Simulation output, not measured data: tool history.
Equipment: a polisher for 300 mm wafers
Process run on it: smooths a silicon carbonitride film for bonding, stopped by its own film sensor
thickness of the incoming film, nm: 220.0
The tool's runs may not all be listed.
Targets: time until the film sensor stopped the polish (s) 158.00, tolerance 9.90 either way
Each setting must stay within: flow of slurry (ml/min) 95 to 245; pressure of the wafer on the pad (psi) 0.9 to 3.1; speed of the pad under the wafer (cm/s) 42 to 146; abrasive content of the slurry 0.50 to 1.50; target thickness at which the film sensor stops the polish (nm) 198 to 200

| run | hour | flow of slurry (ml/min) | pressure of the wafer on the pad (psi) | speed of the pad under the wafer (cm/s) | abrasive content of the slurry | target thickness at which the film sensor stops the polish (nm) | time until the film sensor stopped the polish (s) |
|---|---|---|---|---|---|---|---|
| 1 | 0.0 | 155 | 2.0 | 94 | 1.00 | 198 | 115.53 |
| 2 | 6.8 | 155 | 1.9 | 94 | 1.00 | 198 | 120.78 |
| 3 | 8.4 | 155 | 1.9 | 94 | 1.00 | 198 | 120.67 |
| 4 | 9.7 | 155 | 1.9 | 94 | 1.20 | 198 | 112.85 |
| 5 | 15.1 | 155 | 1.8 | 94 | 1.20 | 198 | 122.75 |
| 6 | 15.9 | 155 | 1.8 | 102 | 1.20 | 198 | 113.26 |
| 7 | 17.6 | 155 | 1.7 | 102 | 1.20 | 198 | 121.34 |
| 8 | 25.9 | 155 | 1.6 | 102 | 1.20 | 198 | 123.46 |
| 9 | 33.7 | 155 | 1.6 | 102 | 1.20 | 198 | 128.60 |
| 10 | 41.2 | 155 | 1.2 | 98 | 1.20 | 198 | 172.74 |

Next run, 5 choices. One meets every target within its allowed miss, the rest don't. Which?
| A | 48.7 | 105 | 1.2 | 96 | 1.15 | 198 | ? |
| B | 48.7 | 175 | 1.1 | 110 | 1.15 | 200 | ? |
| C | 48.7 | 135 | 1.0 | 106 | 1.40 | 199 | ? |
| D | 48.7 | 155 | 1.1 | 100 | 1.10 | 199 | ? |
| E | 48.7 | 135 | 1.2 | 92 | 1.15 | 198 | ? |

| move | time until the film sensor stopped the polish (s) |
|---|---|
| A | 188.14 |
| B | 155.31 |
| C | 177.93 |
| D | 180.64 |
| E | 186.02 |
A: lands further from the targets than the last run did
B: in spec on every target
C: lands further from the targets than the last run did
D: lands further from the targets than the last run did
E: lands further from the targets than the last run did
B meets every target.

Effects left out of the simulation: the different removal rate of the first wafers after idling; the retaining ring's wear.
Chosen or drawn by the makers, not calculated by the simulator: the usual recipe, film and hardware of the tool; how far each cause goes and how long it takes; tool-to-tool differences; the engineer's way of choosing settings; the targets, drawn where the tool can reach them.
